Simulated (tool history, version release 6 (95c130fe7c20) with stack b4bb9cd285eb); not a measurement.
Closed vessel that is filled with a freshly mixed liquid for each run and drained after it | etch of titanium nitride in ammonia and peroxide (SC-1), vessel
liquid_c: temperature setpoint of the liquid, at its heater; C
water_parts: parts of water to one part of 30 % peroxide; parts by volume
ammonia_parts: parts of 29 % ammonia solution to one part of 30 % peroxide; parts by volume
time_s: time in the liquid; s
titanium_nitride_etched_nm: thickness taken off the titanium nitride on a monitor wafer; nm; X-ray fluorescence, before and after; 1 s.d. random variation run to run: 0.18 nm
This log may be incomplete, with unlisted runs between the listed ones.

{"run": 1, "hour": 0.0, "liquid_c": 61.0, "water_parts": 7.0, "ammonia_parts": 0.95, "time_s": 415, "titanium_nitride_etched_nm": 41.133}
{"run": 2, "hour": 8.1, "liquid_c": 61.0, "water_parts": 7.0, "ammonia_parts": 1.2, "time_s": 415, "titanium_nitride_etched_nm": 42.56}
{"run": 3, "hour": 13.7, "liquid_c": 61.0, "water_parts": 7.0, "ammonia_parts": 0.9, "time_s": 415, "titanium_nitride_etched_nm": 41.176}
{"run": 4, "hour": 19.3, "liquid_c": 60.0, "water_parts": 7.0, "ammonia_parts": 0.9, "time_s": 415, "titanium_nitride_etched_nm": 38.482}
{"run": 5, "hour": 21.2, "liquid_c": 59.5, "water_parts": 7.0, "ammonia_parts": 0.9, "time_s": 415, "titanium_nitride_etched_nm": 37.228}
{"run": 6, "hour": 28.0, "liquid_c": 59.0, "water_parts": 7.0, "ammonia_parts": 0.9, "time_s": 415, "titanium_nitride_etched_nm": 36.136}

Predict the results of run 7:
{"run": 7, "hour": 30.0, "liquid_c": 58.5, "water_parts": 7.0, "ammonia_parts": 0.9, "time_s": 415, "titanium_nitride_etched_nm": "?"}

{"run 7": {"titanium_nitride_etched_nm": 34.815}}
